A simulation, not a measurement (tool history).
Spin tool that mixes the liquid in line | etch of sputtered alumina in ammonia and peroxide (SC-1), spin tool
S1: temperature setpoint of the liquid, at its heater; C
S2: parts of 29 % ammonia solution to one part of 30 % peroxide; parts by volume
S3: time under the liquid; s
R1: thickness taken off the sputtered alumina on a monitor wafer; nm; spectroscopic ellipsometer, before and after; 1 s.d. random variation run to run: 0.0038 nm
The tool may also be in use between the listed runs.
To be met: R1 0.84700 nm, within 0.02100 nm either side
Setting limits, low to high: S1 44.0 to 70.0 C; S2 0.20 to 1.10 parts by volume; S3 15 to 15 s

run 1 hour=0.0 | S1=60.0 S2=0.60 S3=15 | R1=1.35890
run 2 hour=1.9 | S1=63.5 S2=0.60 S3=15 | R1=1.62300
run 3 hour=10.8 | S1=59.0 S2=0.60 S3=15 | R1=1.30930
run 4 hour=17.9 | S1=64.0 S2=0.60 S3=15 | R1=1.67150
run 5 hour=26.6 | S1=64.0 S2=0.70 S3=15 | R1=1.69380
run 6 hour=30.3 | S1=59.0 S2=0.70 S3=15 | R1=1.31470
run 7 hour=33.4 | S1=56.0 S2=0.70 S3=15 | R1=1.13090
run 8 hour=36.2 | S1=54.0 S2=0.70 S3=15 | R1=1.01520
run 9 hour=41.3 | S1=53.0 S2=0.70 S3=15 | R1=0.95321
run 10 hour=48.6 | S1=52.0 S2=0.70 S3=15 | R1=0.90750

Consider the 5 candidate settings below. Which is the only one whose results all fall within their allowed miss of target?
run A hour=55.9 | S1=50.5 S2=0.75 S3=15 | R1=?
run B hour=55.9 | S1=52.0 S2=0.65 S3=15 | R1=?
run C hour=55.9 | S1=51.5 S2=0.85 S3=15 | R1=?
run D hour=55.9 | S1=52.0 S2=0.55 S3=15 | R1=?
run E hour=55.9 | S1=51.5 S2=0.65 S3=15 | R1=?

move=A R1=0.84506
move=B R1=0.90469
move=C R1=0.90316
move=D R1=0.89046
move=E R1=0.88045
A: meets every target
B: just as far off the targets as the last run
C: better than the last run, though not everything is in spec
D: better than the last run, though not everything is in spec
E: better than the last run, though not everything is in spec
The right move is A.
